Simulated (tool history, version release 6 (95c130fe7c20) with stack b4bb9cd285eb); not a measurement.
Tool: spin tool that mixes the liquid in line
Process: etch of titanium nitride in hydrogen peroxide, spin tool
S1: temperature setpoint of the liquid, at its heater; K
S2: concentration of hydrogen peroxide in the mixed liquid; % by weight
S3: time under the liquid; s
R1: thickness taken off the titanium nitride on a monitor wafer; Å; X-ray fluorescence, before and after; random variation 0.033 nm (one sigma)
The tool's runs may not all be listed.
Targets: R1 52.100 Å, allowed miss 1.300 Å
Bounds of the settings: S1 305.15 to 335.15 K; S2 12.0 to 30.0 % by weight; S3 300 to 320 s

run	day	S1	S2	S3	R1
1	0.000	319.15	21.0	300	104.980
2	0.258	317.65	21.0	300	93.059
3	0.521	317.65	21.0	320	99.364
4	0.588	317.65	18.5	320	96.792
5	0.921	317.65	15.5	320	93.320
6	1.246	316.65	15.5	320	87.254
7	1.542	315.65	15.5	320	80.629
8	1.646	314.65	15.5	320	74.472
9	1.775	314.15	15.5	320	70.986
10	1.900	313.65	15.5	320	69.198

5 next moves are on the table. One of them brings every result within its allowed miss. Which?
A	2.025	310.65	13.5	300	?
B	2.025	309.65	16.0	310	?
C	2.025	310.65	12.0	300	?
D	2.025	309.65	12.0	320	?
E	2.025	311.65	12.0	300	?

move	R1
A	50.251
B	49.756
C	49.029
D	48.354
E	53.002
A: takes the result that was furthest off past its target
B: takes the result that was furthest off past its target
C: takes the result that was furthest off past its target
D: takes the result that was furthest off past its target
E: meets every target
Answer: E
